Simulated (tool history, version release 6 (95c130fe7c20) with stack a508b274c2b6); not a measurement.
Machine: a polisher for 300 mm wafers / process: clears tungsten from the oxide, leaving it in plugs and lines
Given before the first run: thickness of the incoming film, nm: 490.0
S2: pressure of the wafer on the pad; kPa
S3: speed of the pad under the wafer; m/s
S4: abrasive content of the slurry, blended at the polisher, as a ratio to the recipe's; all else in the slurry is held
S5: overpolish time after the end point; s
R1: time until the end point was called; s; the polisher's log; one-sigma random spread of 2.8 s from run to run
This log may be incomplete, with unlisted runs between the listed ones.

run 1 hour=0 | flow_of_slurry_(ml/min)=185 S2=17.2 S3=1.36 S4=1 S5=44 | R1=121.6
run 2 hour=3.1 | flow_of_slurry_(ml/min)=185 S2=13.8 S3=1.36 S4=1 S5=44 | R1=151.39
run 3 hour=10.8 | flow_of_slurry_(ml/min)=185 S2=13.1 S3=1.36 S4=1 S5=44 | R1=156.84
run 4 hour=12.6 | flow_of_slurry_(ml/min)=185 S2=12.4 S3=1.36 S4=1 S5=44 | R1=163.17
run 5 hour=19 | flow_of_slurry_(ml/min)=185 S2=12.4 S3=1.36 S4=1.2 S5=44 | R1=164.17
-- hour=27.8 slurry tank refilled with fresh slurry and peroxide
run 6 hour=27.8 | flow_of_slurry_(ml/min)=185 S2=11.7 S3=1.36 S4=1.2 S5=44 | R1=147.54
run 7 hour=34.1 | flow_of_slurry_(ml/min)=185 S2=11 S3=1.34 S4=1.2 S5=44 | R1=157.41

Run 8 comes next. What will it give?
run 8 hour=40.6 | flow_of_slurry_(ml/min)=185 S2=10.3 S3=1.32 S4=1.2 S5=44 | R1=?

{"run 8": {"R1": 169.24}}
